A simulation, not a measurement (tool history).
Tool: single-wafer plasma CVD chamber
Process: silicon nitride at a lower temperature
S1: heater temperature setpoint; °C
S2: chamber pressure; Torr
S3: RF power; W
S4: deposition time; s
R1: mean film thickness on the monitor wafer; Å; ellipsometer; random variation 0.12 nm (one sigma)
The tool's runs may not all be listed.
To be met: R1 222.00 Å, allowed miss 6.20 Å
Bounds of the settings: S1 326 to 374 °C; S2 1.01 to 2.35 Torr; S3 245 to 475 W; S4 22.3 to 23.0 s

run  hour   S1    S2   S3    S4      R1
  1   0.0  350  1.68  360  22.3  294.56
  2   0.5  350  1.68  360  22.3  299.75
  3   9.2  343  1.68  360  22.3  296.94
  4  10.1  343  1.51  325  22.3  266.06
  5  11.1  343  1.39  310  22.3  248.94
     12.3  -- capacitance manometer re-zeroed and calibrated
  6  12.3  343  1.30  305  22.3  246.94
  7  15.8  343  1.24  295  22.3  238.82
  8  17.4  343  1.19  290  22.3  229.48

4 next moves are on the table. One of them brings every result within its allowed miss. Which?
  A  19.0  342  1.22  275  22.6   ?
  B  19.0  340  1.05  295  23.0   ?
  C  19.0  332  1.01  305  22.3   ?
  D  19.0  343  1.03  270  22.3   ?

move      R1
   A  221.78
   B  234.47
   C  233.29
   D  206.85
A: meets every target
B: further off than the last run
C: further off than the last run
D: takes the result that was furthest off past its target
Answer: A
